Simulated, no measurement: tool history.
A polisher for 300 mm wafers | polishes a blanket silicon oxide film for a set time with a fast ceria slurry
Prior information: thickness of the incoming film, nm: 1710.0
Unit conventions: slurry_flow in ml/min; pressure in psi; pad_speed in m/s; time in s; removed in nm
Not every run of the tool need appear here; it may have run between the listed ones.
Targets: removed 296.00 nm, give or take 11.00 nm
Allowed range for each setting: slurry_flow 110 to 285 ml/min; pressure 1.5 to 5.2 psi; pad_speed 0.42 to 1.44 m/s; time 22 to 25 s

run,hour,slurry_flow,pressure,pad_speed,time,removed
1,0.0,180,3.3,0.92,25,387.16
2,7.7,180,3.3,1.12,25,474.54
3,11.6,180,3.1,1.12,25,450.08
4,15.2,180,2.9,1.12,25,420.45
5,17.3,180,2.7,1.12,25,391.81
# hour 21.3: head pressure recalibrated
6,21.3,180,2.6,1.12,25,401.91
7,22.1,180,2.4,1.12,25,375.97
8,28.0,180,2.4,1.12,25,373.33
9,36.8,180,2.3,1.12,25,358.31
10,43.0,180,2.2,1.12,25,347.08
11,44.2,180,2.1,1.12,25,327.97

Consider the 5 candidate settings below. Which is the only one whose results all fall within their allowed miss of target?
A,45.4,220,2.6,1.02,25,?
B,45.4,145,2.1,1.16,25,?
C,45.4,220,1.9,1.16,22,?
D,45.4,205,2.2,0.94,25,?
E,45.4,210,2.3,1.22,25,?

move,removed
A,373.74
B,324.22
C,276.22
D,291.50
E,393.33
A: the biggest miss grows against the last run
B: nearer than the last run, and not there yet
C: moves the result that the last run missed by most past its target, out the other side
D: every result within its allowed miss
E: the biggest miss grows against the last run
Go with D: it meets all targets.
